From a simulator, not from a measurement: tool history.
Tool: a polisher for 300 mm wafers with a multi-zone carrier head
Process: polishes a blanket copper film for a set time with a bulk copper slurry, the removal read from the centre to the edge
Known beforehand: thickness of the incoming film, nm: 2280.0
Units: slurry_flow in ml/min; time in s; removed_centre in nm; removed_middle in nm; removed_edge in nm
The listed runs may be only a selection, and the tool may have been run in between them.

Run 1, hour 0: slurry_flow 140 ml/min, centre_zone 1, middle_zone 1, edge_zone 1, slurry_solids 1, time 86 s. Result: removed_centre 714.42 nm, removed_middle 729.82 nm, removed_edge 695.31 nm.
Run 2, hour 4.1: slurry_flow 160 ml/min, centre_zone 1, middle_zone 1, edge_zone 1, slurry_solids 1, time 86 s. Result: removed_centre 735 nm, removed_middle 734.89 nm, removed_edge 715.7 nm.
Run 3, hour 10.2: slurry_flow 150 ml/min, centre_zone 0.98, middle_zone 1, edge_zone 0.98, slurry_solids 0.95, time 81 s. Result: removed_centre 662.09 nm, removed_middle 677.85 nm, removed_edge 651.2 nm.
Run 4, hour 16.9: slurry_flow 150 ml/min, centre_zone 0.98, middle_zone 1, edge_zone 1.05, slurry_solids 0.95, time 81 s. Result: removed_centre 668.02 nm, removed_middle 677.06 nm, removed_edge 668.61 nm.
Run 5, hour 19.7: slurry_flow 150 ml/min, centre_zone 0.98, middle_zone 1, edge_zone 1.05, slurry_solids 0.85, time 81 s. Result: removed_centre 645.25 nm, removed_middle 660.49 nm, removed_edge 650.81 nm.
Run 6, hour 26.8: slurry_flow 150 ml/min, centre_zone 0.98, middle_zone 0.93, edge_zone 1.05, slurry_solids 0.85, time 81 s. Result: removed_centre 649.14 nm, removed_middle 634.41 nm, removed_edge 649.87 nm.
Run 7, hour 33: slurry_flow 145 ml/min, centre_zone 0.97, middle_zone 0.94, edge_zone 1.02, slurry_solids 0.8, time 77 s. Result: removed_centre 600.8 nm, removed_middle 592.55 nm, removed_edge 606.63 nm.
Run 8, hour 41.3: slurry_flow 140 ml/min, centre_zone 0.96, middle_zone 0.97, edge_zone 1, slurry_solids 0.75, time 73 s. Result: removed_centre 554.89 nm, removed_middle 563.18 nm, removed_edge 566.5 nm.
Run 9, hour 49.5: slurry_flow 135 ml/min, centre_zone 0.96, middle_zone 1, edge_zone 0.98, slurry_solids 0.7, time 69 s. Result: removed_centre 514.05 nm, removed_middle 541.02 nm, removed_edge 515.26 nm.
Run 10, hour 53.4: slurry_flow 130 ml/min, centre_zone 0.95, middle_zone 1, edge_zone 0.96, slurry_solids 0.65, time 67 s. Result: removed_centre 483.72 nm, removed_middle 510.89 nm, removed_edge 493.59 nm.
Run 11, hour 59.5: slurry_flow 125 ml/min, centre_zone 0.94, middle_zone 1.01, edge_zone 0.94, slurry_solids 0.65, time 65 s. Result: removed_centre 462.71 nm, removed_middle 500.56 nm, removed_edge 473.73 nm.
Run 12, hour 65.8: slurry_flow 120 ml/min, centre_zone 0.93, middle_zone 1.02, edge_zone 0.92, slurry_solids 0.65, time 63 s. Result: removed_centre 437.95 nm, removed_middle 490.11 nm, removed_edge 450.27 nm.
Run 13, hour 70.3: slurry_flow 115 ml/min, centre_zone 0.93, middle_zone 1.02, edge_zone 0.91, slurry_solids 0.65, time 62 s. Result: removed_centre 429.19 nm, removed_middle 479.29 nm, removed_edge 440.05 nm.
Run 14, hour 71: slurry_flow 110 ml/min, centre_zone 0.93, middle_zone 1.02, edge_zone 0.9, slurry_solids 0.65, time 61 s. Result: removed_centre 420.19 nm, removed_middle 453.86 nm, removed_edge 426.79 nm.
Run 15, hour 77: slurry_flow 105 ml/min, centre_zone 0.92, middle_zone 1.03, edge_zone 0.89, slurry_solids 0.65, time 61 s. Result: removed_centre 412.55 nm, removed_middle 467.31 nm, removed_edge 422.56 nm.
Run 16, hour 80.2: slurry_flow 105 ml/min, centre_zone 0.92, middle_zone 1.03, edge_zone 0.88, slurry_solids 0.65, time 61 s. Result: removed_centre 414.47 nm, removed_middle 471.78 nm, removed_edge 418.35 nm.

Estimate the outcome of run 17 from the log above:
Run 17, hour 86.9: slurry_flow 95 ml/min, centre_zone 0.86, middle_zone 0.99, edge_zone 0.81, slurry_solids 0.5, time 57 s. Result: removed_centre ?, removed_middle ?, removed_edge ?.

Logged for run 17: removed_centre 339.61 nm, removed_middle 393.8 nm, removed_edge 361.08 nm.
